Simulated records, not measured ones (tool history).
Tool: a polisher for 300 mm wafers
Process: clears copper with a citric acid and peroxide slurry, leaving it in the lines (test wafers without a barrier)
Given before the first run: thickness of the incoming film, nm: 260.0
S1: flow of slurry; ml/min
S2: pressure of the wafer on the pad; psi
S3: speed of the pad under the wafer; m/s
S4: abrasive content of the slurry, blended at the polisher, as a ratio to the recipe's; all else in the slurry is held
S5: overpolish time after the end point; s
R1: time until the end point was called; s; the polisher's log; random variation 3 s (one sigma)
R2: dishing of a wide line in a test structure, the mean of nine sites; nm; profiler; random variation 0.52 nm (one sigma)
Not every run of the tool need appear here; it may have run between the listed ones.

run 1 day=0 | S1=275 S2=2.3 S3=1.28 S4=1 S5=24 | R1=100.75 R2=34.09
run 2 day=0.192 | S1=210 S2=2.3 S3=1.28 S4=1 S5=24 | R1=106.26 R2=33.932
run 3 day=0.55 | S1=210 S2=2.3 S3=1.28 S4=1.1 S5=24 | R1=105.79 R2=33.616
run 4 day=0.896 | S1=210 S2=2.2 S3=1.28 S4=1.1 S5=25 | R1=107.86 R2=34.42
run 5 day=1.271 | S1=210 S2=2.2 S3=1.28 S4=1.1 S5=35 | R1=109.5 R2=39.489
run 6 day=1.617 | S1=265 S2=2.2 S3=1.28 S4=1.1 S5=35 | R1=105.78 R2=39.465

Forecast run 7:
run 7 day=1.938 | S1=265 S2=1.6 S3=1.2 S4=1.1 S5=36 | R1=? R2=?

{"run 7": {"R1": 153.88, "R2": 33.698}}
